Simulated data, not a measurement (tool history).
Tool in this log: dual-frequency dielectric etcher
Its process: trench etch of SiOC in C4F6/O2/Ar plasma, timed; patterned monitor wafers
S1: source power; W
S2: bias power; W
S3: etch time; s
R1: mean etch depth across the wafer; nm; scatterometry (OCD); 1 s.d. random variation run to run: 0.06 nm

{"run": 1, "hour": 0.0, "S1": 460, "S2": 137, "S3": 11, "R1": 23.588}
{"run": 2, "hour": 4.7, "S1": 500, "S2": 137, "S3": 11, "R1": 24.481}
{"run": 3, "hour": 10.0, "S1": 530, "S2": 139, "S3": 11, "R1": 25.323}
{"run": 4, "hour": 12.5, "S1": 530, "S2": 139, "S3": 11, "R1": 25.407}
{"run": 5, "hour": 17.1, "S1": 550, "S2": 140, "S3": 11, "R1": 25.761}
{"run": 6, "hour": 19.7, "S1": 560, "S2": 141, "S3": 11, "R1": 25.982}

Expected results for the next run?
{"run": 7, "hour": 25.9, "S1": 570, "S2": 142, "S3": 11, "R1": "?"}

R1: 26.245 nm

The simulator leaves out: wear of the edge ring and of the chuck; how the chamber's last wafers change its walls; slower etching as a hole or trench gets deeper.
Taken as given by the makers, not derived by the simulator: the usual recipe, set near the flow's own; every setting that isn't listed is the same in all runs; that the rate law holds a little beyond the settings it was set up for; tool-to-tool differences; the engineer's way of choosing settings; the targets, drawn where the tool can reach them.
